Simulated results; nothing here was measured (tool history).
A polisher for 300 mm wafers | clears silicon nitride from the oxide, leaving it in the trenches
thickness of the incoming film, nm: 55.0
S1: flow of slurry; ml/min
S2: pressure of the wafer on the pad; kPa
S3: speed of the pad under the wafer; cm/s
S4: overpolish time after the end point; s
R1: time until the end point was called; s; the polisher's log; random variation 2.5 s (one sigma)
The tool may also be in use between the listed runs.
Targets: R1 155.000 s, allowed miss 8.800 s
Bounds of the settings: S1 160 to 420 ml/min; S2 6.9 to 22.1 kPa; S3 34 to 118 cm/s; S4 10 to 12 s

run,day,S1,S2,S3,S4,R1
1,0.000,270,14.5,76,12,90.164
2,0.025,270,14.5,76,12,92.087
3,0.354,330,14.5,76,12,87.443
4,0.562,330,13.1,76,12,98.316
5,0.717,330,11.7,76,12,112.930
6,1.088,330,11.7,94,12,90.109
7,1.112,330,11.0,92,12,96.537
8,1.354,330,10.3,90,12,103.700
9,1.658,330,9.7,88,12,112.950
10,1.788,330,9.0,86,12,130.460
11,1.988,325,8.3,86,12,136.650

Which of these 4 next moves meets every target?
A,2.188,355,7.6,80,12,?
B,2.188,285,9.0,88,12,?
C,2.188,340,9.0,90,12,?
D,2.188,300,10.3,80,12,?

move,R1
A,161.660
B,127.450
C,123.340
D,121.570
A: meets every target
B: further off than the last run
C: further off than the last run
D: further off than the last run
Answer: A
